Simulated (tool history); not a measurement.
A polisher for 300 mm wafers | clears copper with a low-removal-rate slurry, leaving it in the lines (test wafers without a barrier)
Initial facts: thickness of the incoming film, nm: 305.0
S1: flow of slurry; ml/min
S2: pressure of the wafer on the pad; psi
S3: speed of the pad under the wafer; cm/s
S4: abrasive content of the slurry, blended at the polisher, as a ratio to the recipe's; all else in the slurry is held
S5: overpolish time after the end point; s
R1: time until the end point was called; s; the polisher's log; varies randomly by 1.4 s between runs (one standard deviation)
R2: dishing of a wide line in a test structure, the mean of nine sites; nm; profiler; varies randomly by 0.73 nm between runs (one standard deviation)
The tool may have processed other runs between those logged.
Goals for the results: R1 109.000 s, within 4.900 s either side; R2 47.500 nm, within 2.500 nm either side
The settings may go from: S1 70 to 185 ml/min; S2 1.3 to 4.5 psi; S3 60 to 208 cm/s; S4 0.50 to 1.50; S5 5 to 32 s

run	hour	S1	S2	S3	S4	S5	R1	R2
1	0.0	120	2.9	134	1.00	16	77.172	39.458
2	4.3	110	2.9	134	1.00	16	79.031	38.963
3	10.5	110	3.6	134	1.00	16	64.921	47.883
4	12.0	110	4.1	134	1.00	16	56.352	52.486
5	17.8	110	4.5	134	1.00	16	50.804	55.884
6	21.2	110	4.5	134	0.90	16	52.430	55.214
7	27.5	105	4.1	132	0.90	17	58.155	51.617
8	33.4	105	3.7	130	0.95	19	65.344	50.314
9	34.6	105	3.3	130	1.00	21	71.309	52.021
10	35.9	105	3.3	130	1.00	21	71.032	50.984
11	42.3	105	3.0	130	1.00	22	79.200	50.727
12	47.9	105	2.8	130	1.00	23	85.059	48.678
13	52.6	105	2.7	130	1.00	24	87.535	49.244
# hour 56.2: worn pad replaced by a new one
14	56.2	105	2.6	130	1.00	25	84.884	53.814

Which one of the following 5 next-run settings gets every result inside its allowed miss? There is exactly one.
A	59.8	120	2.9	162	1.15	15	?	?
B	59.8	110	2.7	142	1.05	18	?	?
C	59.8	100	3.5	134	1.10	21	?	?
D	59.8	90	2.5	118	1.10	28	?	?
E	59.8	105	2.9	92	0.90	29	?	?

move	R1	R2
A	56.171	48.242
B	71.832	45.756
C	59.605	59.758
D	96.201	50.832
E	108.340	48.329
A: lands further from the targets than the last run did
B: lands further from the targets than the last run did
C: lands further from the targets than the last run did
D: moves toward the targets from the last run without getting all of them in spec
E: in spec on every target
Go with E: it meets all targets.
